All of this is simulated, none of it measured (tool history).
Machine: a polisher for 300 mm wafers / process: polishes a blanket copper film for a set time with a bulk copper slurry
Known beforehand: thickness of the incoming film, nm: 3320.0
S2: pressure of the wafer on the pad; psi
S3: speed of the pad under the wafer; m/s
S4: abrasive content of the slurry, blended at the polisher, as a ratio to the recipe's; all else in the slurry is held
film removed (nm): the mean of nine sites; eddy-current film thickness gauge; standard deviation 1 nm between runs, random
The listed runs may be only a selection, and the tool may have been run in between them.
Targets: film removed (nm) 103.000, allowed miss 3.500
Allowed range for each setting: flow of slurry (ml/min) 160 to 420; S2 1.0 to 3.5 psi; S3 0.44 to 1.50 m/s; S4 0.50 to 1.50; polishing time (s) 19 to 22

run 1 hour=0.0 | flow_of_slurry_(ml/min)=270 S2=2.2 S3=0.96 S4=1.00 polishing_time_(s)=22 | film_removed_(nm)=165.380
run 2 hour=3.3 | flow_of_slurry_(ml/min)=270 S2=2.0 S3=0.96 S4=1.00 polishing_time_(s)=22 | film_removed_(nm)=151.560
run 3 hour=9.9 | flow_of_slurry_(ml/min)=270 S2=1.9 S3=0.96 S4=1.00 polishing_time_(s)=22 | film_removed_(nm)=145.290
run 4 hour=18.1 | flow_of_slurry_(ml/min)=270 S2=1.8 S3=0.96 S4=1.00 polishing_time_(s)=22 | film_removed_(nm)=137.530
run 5 hour=21.5 | flow_of_slurry_(ml/min)=270 S2=2.2 S3=0.96 S4=1.00 polishing_time_(s)=22 | film_removed_(nm)=168.480
run 6 hour=25.9 | flow_of_slurry_(ml/min)=270 S2=2.5 S3=0.96 S4=1.00 polishing_time_(s)=22 | film_removed_(nm)=191.030
run 7 hour=30.6 | flow_of_slurry_(ml/min)=270 S2=2.3 S3=0.96 S4=1.00 polishing_time_(s)=22 | film_removed_(nm)=174.290
run 8 hour=33.9 | flow_of_slurry_(ml/min)=270 S2=2.1 S3=0.96 S4=1.00 polishing_time_(s)=22 | film_removed_(nm)=160.270
run 9 hour=38.6 | flow_of_slurry_(ml/min)=270 S2=2.0 S3=0.96 S4=1.00 polishing_time_(s)=22 | film_removed_(nm)=153.170
run 10 hour=39.8 | flow_of_slurry_(ml/min)=270 S2=1.9 S3=0.96 S4=1.00 polishing_time_(s)=22 | film_removed_(nm)=144.420
run 11 hour=48.3 | flow_of_slurry_(ml/min)=270 S2=1.8 S3=0.96 S4=1.00 polishing_time_(s)=22 | film_removed_(nm)=139.830
run 12 hour=49.4 | flow_of_slurry_(ml/min)=270 S2=1.7 S3=0.96 S4=1.00 polishing_time_(s)=22 | film_removed_(nm)=132.650
run 13 hour=50.7 | flow_of_slurry_(ml/min)=270 S2=1.6 S3=0.96 S4=1.00 polishing_time_(s)=22 | film_removed_(nm)=125.340
run 14 hour=59.5 | flow_of_slurry_(ml/min)=270 S2=1.5 S3=0.96 S4=1.00 polishing_time_(s)=22 | film_removed_(nm)=115.260
run 15 hour=68.1 | flow_of_slurry_(ml/min)=270 S2=1.4 S3=0.96 S4=1.00 polishing_time_(s)=22 | film_removed_(nm)=108.870

Which of these 4 next moves meets every target?
run A hour=76.7 | flow_of_slurry_(ml/min)=235 S2=1.5 S3=0.94 S4=1.05 polishing_time_(s)=19 | film_removed_(nm)=?
run B hour=76.7 | flow_of_slurry_(ml/min)=290 S2=1.2 S3=0.96 S4=0.95 polishing_time_(s)=22 | film_removed_(nm)=?
run C hour=76.7 | flow_of_slurry_(ml/min)=255 S2=1.3 S3=0.92 S4=0.95 polishing_time_(s)=22 | film_removed_(nm)=?
run D hour=76.7 | flow_of_slurry_(ml/min)=340 S2=1.0 S3=1.42 S4=1.00 polishing_time_(s)=19 | film_removed_(nm)=?

move=A film_removed_(nm)=98.554
move=B film_removed_(nm)=94.493
move=C film_removed_(nm)=96.482
move=D film_removed_(nm)=103.230
A: pushes the last run's worst result past its target
B: pushes the last run's worst result past its target
C: pushes the last run's worst result past its target
D: meets every target
The right move is D.
